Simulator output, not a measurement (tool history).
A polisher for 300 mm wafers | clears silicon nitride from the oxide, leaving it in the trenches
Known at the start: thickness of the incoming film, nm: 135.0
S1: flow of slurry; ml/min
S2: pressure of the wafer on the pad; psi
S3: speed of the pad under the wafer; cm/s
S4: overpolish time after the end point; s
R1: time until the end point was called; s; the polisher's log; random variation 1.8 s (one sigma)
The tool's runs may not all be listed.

Run 1, day 0.000: S1 250 ml/min, S2 2.7 psi, S3 104 cm/s, S4 8 s. Result: R1 134.81 s.
Run 2, day 0.025: S1 250 ml/min, S2 2.6 psi, S3 104 cm/s, S4 8 s. Result: R1 140.86 s.
Run 3, day 0.150: S1 250 ml/min, S2 2.9 psi, S3 104 cm/s, S4 8 s. Result: R1 126.69 s.
Run 4, day 0.462: S1 275 ml/min, S2 2.9 psi, S3 104 cm/s, S4 8 s. Result: R1 124.51 s.
Run 5, day 0.500: S1 275 ml/min, S2 3.4 psi, S3 104 cm/s, S4 8 s. Result: R1 106.35 s.
Run 6, day 0.538: S1 275 ml/min, S2 3.4 psi, S3 86 cm/s, S4 8 s. Result: R1 129.63 s.
Run 7, day 0.746: S1 275 ml/min, S2 3.3 psi, S3 86 cm/s, S4 8 s. Result: R1 136.40 s.
Run 8, day 1.008: S1 275 ml/min, S2 3.2 psi, S3 86 cm/s, S4 8 s. Result: R1 136.37 s.

Run 9 comes next. What will it give?
Run 9, day 1.079: S1 270 ml/min, S2 3.1 psi, S3 86 cm/s, S4 8 s. Result: R1 ?.

R1: 139.89 s
